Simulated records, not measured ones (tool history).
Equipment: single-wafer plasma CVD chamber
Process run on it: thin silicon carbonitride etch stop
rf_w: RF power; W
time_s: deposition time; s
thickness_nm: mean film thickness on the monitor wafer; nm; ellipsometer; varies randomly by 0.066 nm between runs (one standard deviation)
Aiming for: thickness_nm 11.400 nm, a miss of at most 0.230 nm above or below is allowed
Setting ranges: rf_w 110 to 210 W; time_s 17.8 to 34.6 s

| run | hour | rf_w | time_s | thickness_nm |
|---|---|---|---|---|
| 1 | 0.0 | 160 | 26.2 | 13.819 |
| 2 | 4.1 | 140 | 26.2 | 13.074 |
| 3 | 7.5 | 160 | 26.2 | 13.819 |
| 4 | 16.3 | 155 | 25.8 | 13.458 |
| 5 | 22.8 | 155 | 27.5 | 14.591 |
| 6 | 24.5 | 150 | 26.9 | 14.009 |
| 7 | 31.4 | 145 | 26.4 | 13.477 |
| 8 | 39.0 | 120 | 23.4 | 11.171 |

5 candidate next runs follow, results not yet known. Just one meets every target within its allowed miss. Identify it.
| A | 46.6 | 125 | 22.7 | ? |
| B | 46.6 | 110 | 24.7 | ? |
| C | 46.6 | 130 | 22.3 | ? |
| D | 46.6 | 150 | 21.1 | ? |
| E | 46.6 | 110 | 23.7 | ? |

| move | thickness_nm |
|---|---|
| A | 11.025 |
| B | 11.410 |
| C | 10.994 |
| D | 10.973 |
| E | 10.948 |
A: the biggest miss grows against the last run
B: meets every target
C: the biggest miss grows against the last run
D: the biggest miss grows against the last run
E: the biggest miss grows against the last run
Move B is the one to make.
